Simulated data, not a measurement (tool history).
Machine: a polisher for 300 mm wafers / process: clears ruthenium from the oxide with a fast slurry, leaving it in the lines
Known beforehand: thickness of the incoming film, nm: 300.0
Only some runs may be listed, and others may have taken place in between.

| run | hour | flow of slurry (ml/min) | pressure of the wafer on the pad (psi) | speed of the pad under the wafer (m/s) | abrasive content of the slurry | overpolish time after the end point (s) | time until the end point was called (s) | dishing of a wide line in a test structure (nm) |
|---|---|---|---|---|---|---|---|---|
| 1 | 0 | 285 | 2 | 0.76 | 1 | 11 | 146.29 | 19.018 |
| 2 | 8.8 | 285 | 2 | 0.94 | 1 | 11 | 125.62 | 22.004 |
| 3 | 14.8 | 285 | 2 | 1.04 | 1 | 11 | 116.42 | 23.986 |
| 4 | 18.9 | 285 | 2 | 0.92 | 1 | 11 | 127 | 21.654 |
| 5 | 20.1 | 285 | 2 | 0.92 | 1 | 9 | 129.68 | 18.12 |
| 6 | 22.4 | 285 | 2.4 | 0.92 | 1 | 9 | 107.56 | 20.983 |
| 7 | 26.9 | 285 | 2.3 | 0.92 | 1 | 11 | 114.71 | 24.259 |
| 8 | 31.9 | 285 | 2.3 | 0.92 | 1 | 12 | 112.75 | 26.211 |
| 9 | 32.8 | 285 | 2.3 | 0.92 | 1 | 13 | 112.27 | 27.903 |

Run 10 has not been measured yet. What should we expect?
| 10 | 40.9 | 285 | 2.3 | 0.92 | 1 | 14 | ? | ? |

Run 10 gave time until the end point was called (s) 112.49, dishing of a wide line in a test structure (nm) 30.072.

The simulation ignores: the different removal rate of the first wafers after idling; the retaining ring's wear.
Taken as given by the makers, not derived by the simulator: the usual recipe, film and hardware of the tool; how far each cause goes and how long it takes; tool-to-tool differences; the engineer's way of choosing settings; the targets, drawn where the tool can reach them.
